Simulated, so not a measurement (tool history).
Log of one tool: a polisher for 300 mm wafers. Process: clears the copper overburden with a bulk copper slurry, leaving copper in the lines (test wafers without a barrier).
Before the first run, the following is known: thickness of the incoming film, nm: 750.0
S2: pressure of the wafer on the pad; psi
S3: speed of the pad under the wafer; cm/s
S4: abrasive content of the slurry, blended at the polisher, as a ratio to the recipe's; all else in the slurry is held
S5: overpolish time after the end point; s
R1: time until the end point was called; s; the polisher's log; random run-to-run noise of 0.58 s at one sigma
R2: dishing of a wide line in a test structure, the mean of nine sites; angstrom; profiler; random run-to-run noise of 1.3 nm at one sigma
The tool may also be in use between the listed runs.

{"run": 1, "hour": 0.0, "flow of slurry (ml/min)": 155, "S2": 3.2, "S3": 110, "S4": 1.0, "S5": 17, "R1": 91.992, "R2": 729.22}
{"run": 2, "hour": 1.7, "flow of slurry (ml/min)": 155, "S2": 3.2, "S3": 110, "S4": 1.0, "S5": 13, "R1": 90.35, "R2": 635.85}
{"run": 3, "hour": 7.9, "flow of slurry (ml/min)": 155, "S2": 3.2, "S3": 86, "S4": 1.0, "S5": 13, "R1": 107.42, "R2": 566.45}
{"run": 4, "hour": 9.5, "flow of slurry (ml/min)": 155, "S2": 3.4, "S3": 88, "S4": 1.0, "S5": 14, "R1": 100.54, "R2": 617.33}
{"run": 5, "hour": 13.7, "flow of slurry (ml/min)": 155, "S2": 3.6, "S3": 90, "S4": 1.0, "S5": 14, "R1": 94.093, "R2": 665.61}
{"hour": 17.2, "done": "slurry blender recalibrated"}
{"run": 6, "hour": 17.2, "flow of slurry (ml/min)": 155, "S2": 3.6, "S3": 100, "S4": 1.0, "S5": 14, "R1": 80.979, "R2": 715.57}
{"run": 7, "hour": 24.9, "flow of slurry (ml/min)": 155, "S2": 3.7, "S3": 100, "S4": 1.0, "S5": 14, "R1": 79.501, "R2": 726.3}

Run 8, settings as shown, results not yet in. Your forecast:
{"run": 8, "hour": 30.6, "flow of slurry (ml/min)": 155, "S2": 3.8, "S3": 100, "S4": 1.0, "S5": 14, "R1": "?", "R2": "?"}

Run 8 yielded R1 77.646 s, R2 737.83 angstrom.

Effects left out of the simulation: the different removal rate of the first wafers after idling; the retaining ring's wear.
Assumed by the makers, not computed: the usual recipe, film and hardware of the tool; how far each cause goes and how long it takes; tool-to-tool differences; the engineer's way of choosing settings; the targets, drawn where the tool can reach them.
